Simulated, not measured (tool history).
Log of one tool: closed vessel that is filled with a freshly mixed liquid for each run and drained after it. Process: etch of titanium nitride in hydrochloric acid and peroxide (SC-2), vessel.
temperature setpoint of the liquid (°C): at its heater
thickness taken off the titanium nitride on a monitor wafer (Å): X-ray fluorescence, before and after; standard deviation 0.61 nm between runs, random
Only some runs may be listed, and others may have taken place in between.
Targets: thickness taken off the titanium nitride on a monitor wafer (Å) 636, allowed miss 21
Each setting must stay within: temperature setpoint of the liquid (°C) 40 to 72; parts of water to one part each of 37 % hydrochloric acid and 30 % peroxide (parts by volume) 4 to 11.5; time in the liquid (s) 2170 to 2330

run  hour  temperature setpoint of the liquid (°C)  parts of water to one part each of 37 % hydrochloric acid and 30 % peroxide (parts by volume)  time in the liquid (s)  thickness taken off the titanium nitride on a monitor wafer (Å)
  1     0                                       56                                                                                            6.5                    2170                                                           1004.1
  2   8.7                                       56                                                                                            7.5                    2170                                                           922.64
  3  18.3                                       56                                                                                            7.5                    2170                                                           906.42
  4  19.7                                       56                                                                                            9.5                    2170                                                           754.04
  5  21.3                                       49                                                                                            9.5                    2170                                                           478.72
  6    25                                       50                                                                                            9.5                    2170                                                           504.02
  7  32.3                                       50                                                                                            9.5                    2170                                                           505.13
  8  38.7                                       51                                                                                            9.5                    2170                                                           548.55

Pick the move, out of 5, that brings all results within their allowed miss; only one does.
  A  45.1                                     54.5                                                                                            9.5                    2180                                                                ?
  B  45.1                                     51.5                                                                                            7.5                    2215                                                                ?
  C  45.1                                     51.5                                                                                              9                    2330                                                                ?
  D  45.1                                       54                                                                                             10                    2305                                                                ?
  E  45.1                                     49.5                                                                                            9.5                    2210                                                                ?

move  thickness taken off the titanium nitride on a monitor wafer (Å)
   A                                                           683.94
   B                                                           691.24
   C                                                           627.97
   D                                                           670.88
   E                                                           498.81
A: pushes the last run's worst result past its target
B: pushes the last run's worst result past its target
C: all results land within tolerance of their targets
D: pushes the last run's worst result past its target
E: its largest miss is bigger than the last run's
Go with C: it meets all targets.

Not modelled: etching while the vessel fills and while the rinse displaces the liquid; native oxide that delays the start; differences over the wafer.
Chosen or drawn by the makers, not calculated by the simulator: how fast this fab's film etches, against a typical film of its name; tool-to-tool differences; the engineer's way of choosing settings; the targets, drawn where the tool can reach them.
